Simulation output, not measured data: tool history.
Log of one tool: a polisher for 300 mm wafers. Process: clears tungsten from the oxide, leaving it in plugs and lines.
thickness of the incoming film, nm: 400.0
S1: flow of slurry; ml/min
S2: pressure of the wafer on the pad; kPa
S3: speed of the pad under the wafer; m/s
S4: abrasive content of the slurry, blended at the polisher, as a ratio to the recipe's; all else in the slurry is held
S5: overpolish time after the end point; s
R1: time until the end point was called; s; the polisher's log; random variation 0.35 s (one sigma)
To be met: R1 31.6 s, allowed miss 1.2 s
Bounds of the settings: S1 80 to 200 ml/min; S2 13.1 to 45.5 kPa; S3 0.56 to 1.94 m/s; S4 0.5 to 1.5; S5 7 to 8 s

| run | day | S1 | S2 | S3 | S4 | S5 | R1 |
|---|---|---|---|---|---|---|---|
| 1 | 0 | 130 | 29 | 1.24 | 1 | 8 | 66.202 |
| 2 | 0.146 | 130 | 29 | 1.24 | 1 | 7 | 65.551 |
| 3 | 0.2 | 135 | 33.1 | 1.28 | 1 | 7 | 55.84 |
| 4 | 0.496 | 135 | 33.1 | 1.28 | 0.9 | 7 | 58.028 |
| 5 | 0.738 | 140 | 36.5 | 1.34 | 0.9 | 7 | 49.582 |
|  | 1.079 | worn pad replaced by a new one |
| 6 | 1.079 | 140 | 38.6 | 1.4 | 0.9 | 7 | 40.612 |
| 7 | 1.392 | 160 | 44.1 | 1.4 | 0.9 | 7 | 34.256 |
| 8 | 1.458 | 160 | 44.8 | 1.42 | 0.9 | 7 | 33.442 |

5 next moves are on the table. One of them brings every result within its allowed miss. Which?
| A | 1.525 | 170 | 37.9 | 1.64 | 0.6 | 8 | ? |
| B | 1.525 | 150 | 45.5 | 1.7 | 0.85 | 7 | ? |
| C | 1.525 | 125 | 44.8 | 1.42 | 0.85 | 7 | ? |
| D | 1.525 | 170 | 35.9 | 1.58 | 1.2 | 8 | ? |
| E | 1.525 | 175 | 45.5 | 1.4 | 1 | 8 | ? |

| move | R1 |
|---|---|
| A | 36.771 |
| B | 28.48 |
| C | 35.769 |
| D | 35.283 |
| E | 32.48 |
A: further off than the last run
B: takes the result that was furthest off past its target
C: further off than the last run
D: further off than the last run
E: meets every target
Move E is the one to make.
